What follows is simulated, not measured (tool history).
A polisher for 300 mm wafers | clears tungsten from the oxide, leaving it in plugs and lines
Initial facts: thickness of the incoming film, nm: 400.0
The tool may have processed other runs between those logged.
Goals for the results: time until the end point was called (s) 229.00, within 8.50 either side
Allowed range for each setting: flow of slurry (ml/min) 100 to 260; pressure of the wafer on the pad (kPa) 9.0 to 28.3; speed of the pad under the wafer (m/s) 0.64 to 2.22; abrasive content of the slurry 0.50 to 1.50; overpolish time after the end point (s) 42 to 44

run	hour	flow of slurry (ml/min)	pressure of the wafer on the pad (kPa)	speed of the pad under the wafer (m/s)	abrasive content of the slurry	overpolish time after the end point (s)	time until the end point was called (s)
1	0.0	165	18.6	1.42	1.00	42	108.37
2	1.2	165	18.6	1.42	0.80	42	113.89
3	9.6	165	17.2	1.38	0.80	42	125.55
4	15.5	165	17.2	1.38	0.70	42	130.91
5	16.6	165	17.2	1.38	0.70	44	128.63
6	24.3	165	15.9	1.36	0.70	44	144.04
7	25.8	165	14.5	1.36	0.70	44	156.66
8	33.0	165	13.8	1.36	0.70	44	164.33
9	37.1	165	13.1	1.36	0.70	44	174.28
10	41.1	165	12.4	1.36	0.70	44	182.34
11	47.0	165	11.7	1.36	0.70	44	186.68

Next run, 4 choices. One meets every target within its allowed miss, the rest don't. Which?
A	52.9	130	9.0	1.22	0.80	44	?
B	52.9	155	9.7	1.36	0.65	42	?
C	52.9	155	11.0	1.32	0.75	42	?
D	52.9	100	10.3	1.54	0.65	44	?

move	time until the end point was called (s)
A	271.30
B	233.29
C	205.31
D	210.23
A: the result that was furthest off in the last run now lies on the other side of its target
B: every result within its allowed miss
C: nearer the targets than the last run, but a result is still out of spec
D: nearer the targets than the last run, but a result is still out of spec
Go with B: it meets all targets.
